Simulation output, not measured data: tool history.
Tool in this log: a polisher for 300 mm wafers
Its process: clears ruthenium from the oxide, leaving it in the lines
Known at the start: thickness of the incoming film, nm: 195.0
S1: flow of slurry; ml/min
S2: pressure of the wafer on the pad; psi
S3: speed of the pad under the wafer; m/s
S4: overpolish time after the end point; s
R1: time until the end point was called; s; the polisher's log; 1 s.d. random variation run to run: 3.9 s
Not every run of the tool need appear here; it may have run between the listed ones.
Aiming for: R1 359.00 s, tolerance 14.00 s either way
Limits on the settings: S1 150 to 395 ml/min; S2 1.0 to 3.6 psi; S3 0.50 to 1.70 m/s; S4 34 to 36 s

| run | hour | S1 | S2 | S3 | S4 | R1 |
|---|---|---|---|---|---|---|
| 1 | 0.0 | 250 | 2.3 | 1.10 | 34 | 177.29 |
| 2 | 8.3 | 250 | 2.3 | 1.30 | 34 | 152.63 |
| 3 | 11.5 | 245 | 2.0 | 1.22 | 34 | 179.05 |
| 4 | 12.6 | 245 | 1.8 | 1.12 | 34 | 209.75 |
| 5 | 13.4 | 245 | 1.8 | 1.12 | 36 | 214.84 |
| 6 | 17.0 | 245 | 1.6 | 1.06 | 36 | 245.03 |
| 7 | 25.7 | 245 | 1.5 | 1.02 | 36 | 259.27 |
| 8 | 31.3 | 245 | 1.4 | 0.98 | 36 | 283.14 |
| 9 | 38.1 | 245 | 1.3 | 0.96 | 36 | 305.43 |
| 10 | 39.3 | 245 | 1.2 | 0.96 | 36 | 320.19 |

Of the 4 settings listed for the next run, only one would bring every result within its allowed miss of target. Which one?
| A | 40.5 | 300 | 1.3 | 0.70 | 34 | ? |
| B | 40.5 | 215 | 1.1 | 0.86 | 34 | ? |
| C | 40.5 | 280 | 1.0 | 0.98 | 36 | ? |
| D | 40.5 | 265 | 1.3 | 1.00 | 36 | ? |

| move | R1 |
|---|---|
| A | 384.39 |
| B | 376.66 |
| C | 350.85 |
| D | 289.88 |
A: the result that was furthest off in the last run now lies on the other side of its target
B: the result that was furthest off in the last run now lies on the other side of its target
C: all results land within tolerance of their targets
D: further off than the last run
C meets every target.

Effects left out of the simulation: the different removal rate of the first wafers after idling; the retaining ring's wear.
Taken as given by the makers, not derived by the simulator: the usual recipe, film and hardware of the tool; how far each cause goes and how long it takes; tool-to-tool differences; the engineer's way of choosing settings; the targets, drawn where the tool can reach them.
